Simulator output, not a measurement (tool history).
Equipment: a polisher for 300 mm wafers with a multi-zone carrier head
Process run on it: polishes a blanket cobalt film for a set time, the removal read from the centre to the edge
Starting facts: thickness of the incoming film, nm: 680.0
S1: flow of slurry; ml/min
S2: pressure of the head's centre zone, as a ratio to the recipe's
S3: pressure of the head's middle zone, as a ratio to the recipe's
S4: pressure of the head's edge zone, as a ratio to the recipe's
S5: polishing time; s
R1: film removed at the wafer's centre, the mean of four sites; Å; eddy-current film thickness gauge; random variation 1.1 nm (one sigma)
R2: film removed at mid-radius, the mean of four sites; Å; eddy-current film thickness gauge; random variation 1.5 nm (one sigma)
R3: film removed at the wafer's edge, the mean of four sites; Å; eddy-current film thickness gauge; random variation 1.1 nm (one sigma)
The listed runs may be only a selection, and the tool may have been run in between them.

run 1 hour=0 | S1=150 S2=1 S3=1 S4=1 S5=31 | R1=2190.8 R2=2164.7 R3=2223.7
run 2 hour=1.3 | S1=140 S2=0.99 S3=0.95 S4=0.97 S5=29 | R1=1996.8 R2=1936.3 R3=2039.9
run 3 hour=6.6 | S1=140 S2=0.99 S3=0.89 S4=0.97 S5=29 | R1=1970.8 R2=1853.4 R3=2031.4
run 4 hour=14.7 | S1=140 S2=0.92 S3=0.89 S4=0.97 S5=29 | R1=1843.6 R2=1881.9 R3=2041.9
run 5 hour=22.1 | S1=140 S2=0.92 S3=0.89 S4=0.97 S5=22 | R1=1396.3 R2=1407.1 R3=1545.4
-- hour=24.8 edge zone pressure recalibrated
run 6 hour=24.8 | S1=150 S2=0.94 S3=0.88 S4=0.98 S5=22 | R1=1465.6 R2=1390.7 R3=1509.2

Predict the results of run 7:
run 7 hour=33.2 | S1=150 S2=0.95 S3=0.87 S4=1 S5=22 | R1=? R2=? R3=?

{"run 7": {"R1": 1499, "R2": 1395.9, "R3": 1501.3}}
